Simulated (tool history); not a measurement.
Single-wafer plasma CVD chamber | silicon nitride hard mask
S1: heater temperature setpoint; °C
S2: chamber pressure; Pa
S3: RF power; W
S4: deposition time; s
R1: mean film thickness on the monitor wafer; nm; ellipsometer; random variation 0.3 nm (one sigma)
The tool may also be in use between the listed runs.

run,day,S1,S2,S3,S4,R1
1,0.000,385,164,375,49.3,57.605
2,0.292,385,145,375,49.3,55.620
3,0.529,385,139,375,49.3,54.509
4,0.583,385,139,395,49.3,55.916
5,0.654,385,132,395,49.3,56.072
6,0.858,385,125,390,49.3,54.072
7,1.062,385,123,390,49.3,53.671
8,1.254,385,120,390,49.3,53.873

The next listed run, before its measurement:
# day 1.483: RF generator calibrated
9,1.483,385,117,390,49.3,?

{"run 9": {"R1": 55.548}}
